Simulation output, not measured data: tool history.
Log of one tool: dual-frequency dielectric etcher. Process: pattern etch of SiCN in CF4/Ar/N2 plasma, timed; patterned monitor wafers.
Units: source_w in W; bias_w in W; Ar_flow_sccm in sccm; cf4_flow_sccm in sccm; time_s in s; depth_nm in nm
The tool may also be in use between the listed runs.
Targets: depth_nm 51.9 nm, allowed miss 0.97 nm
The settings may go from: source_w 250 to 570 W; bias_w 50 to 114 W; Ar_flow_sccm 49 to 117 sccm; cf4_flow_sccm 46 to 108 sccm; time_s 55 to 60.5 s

run 1 hour=0 | source_w=410 bias_w=82 Ar_flow_sccm=83 cf4_flow_sccm=77 time_s=60.5 | depth_nm=48.018
run 2 hour=3.1 | source_w=420 bias_w=82 Ar_flow_sccm=83 cf4_flow_sccm=77 time_s=60.5 | depth_nm=49.006
run 3 hour=7.3 | source_w=420 bias_w=82 Ar_flow_sccm=83 cf4_flow_sccm=77 time_s=55 | depth_nm=44.33
run 4 hour=8.6 | source_w=440 bias_w=82 Ar_flow_sccm=83 cf4_flow_sccm=77 time_s=55 | depth_nm=46.021
run 5 hour=10.7 | source_w=460 bias_w=83 Ar_flow_sccm=83 cf4_flow_sccm=77 time_s=55 | depth_nm=48.085
run 6 hour=17.5 | source_w=470 bias_w=83 Ar_flow_sccm=83 cf4_flow_sccm=77 time_s=55 | depth_nm=48.648
run 7 hour=23.7 | source_w=480 bias_w=83 Ar_flow_sccm=83 cf4_flow_sccm=77 time_s=55 | depth_nm=49.744
run 8 hour=25.6 | source_w=490 bias_w=83 Ar_flow_sccm=83 cf4_flow_sccm=77 time_s=55 | depth_nm=50.302

Which of these 4 next moves meets every target?
run A hour=27.5 | source_w=510 bias_w=75 Ar_flow_sccm=85 cf4_flow_sccm=70 time_s=58 | depth_nm=?
run B hour=27.5 | source_w=550 bias_w=66 Ar_flow_sccm=88 cf4_flow_sccm=58 time_s=55 | depth_nm=?
run C hour=27.5 | source_w=440 bias_w=76 Ar_flow_sccm=95 cf4_flow_sccm=70 time_s=59.5 | depth_nm=?
run D hour=27.5 | source_w=480 bias_w=78 Ar_flow_sccm=75 cf4_flow_sccm=73 time_s=56 | depth_nm=?

move=A depth_nm=51.846
move=B depth_nm=48.222
move=C depth_nm=46.523
move=D depth_nm=49.503
A: meets every target
B: further off than the last run
C: further off than the last run
D: further off than the last run
The right move is A.
